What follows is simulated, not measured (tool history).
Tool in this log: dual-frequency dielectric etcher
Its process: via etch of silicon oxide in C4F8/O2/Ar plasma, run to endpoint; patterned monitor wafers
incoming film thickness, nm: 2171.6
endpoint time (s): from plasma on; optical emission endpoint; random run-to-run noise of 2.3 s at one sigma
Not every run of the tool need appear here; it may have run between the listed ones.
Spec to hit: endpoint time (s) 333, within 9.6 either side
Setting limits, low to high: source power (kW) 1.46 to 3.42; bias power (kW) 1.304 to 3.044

run	hour	source power (kW)	bias power (kW)	endpoint time (s)
1	0	2.44	2.174	384.87
2	1	2.21	2.174	399.2
3	8.3	2.21	2.482	385.18
4	16.3	2.06	2.482	392.53
5	18.9	2.2	2.54	383.17
6	26.5	2.32	2.591	379.08
7	32.2	2.32	2.591	379.91
8	33.4	2.81	2.865	348.56
9	35.8	2.86	2.889	347.96

Below are 4 possible settings for the next run. Only one of them brings all results inside the allowed miss of their targets. Which is it?
A	38.2	2.57	2.619	?
B	38.2	2.69	2.705	?
C	38.2	3.18	2.934	?
D	38.2	2.24	2.532	?

move	endpoint time (s)
A	365.28
B	357.73
C	333.88
D	382.5
A: moves away from the targets compared with the last run
B: moves away from the targets compared with the last run
C: every result lands within tolerance
D: moves away from the targets compared with the last run
The move that meets every target is C.

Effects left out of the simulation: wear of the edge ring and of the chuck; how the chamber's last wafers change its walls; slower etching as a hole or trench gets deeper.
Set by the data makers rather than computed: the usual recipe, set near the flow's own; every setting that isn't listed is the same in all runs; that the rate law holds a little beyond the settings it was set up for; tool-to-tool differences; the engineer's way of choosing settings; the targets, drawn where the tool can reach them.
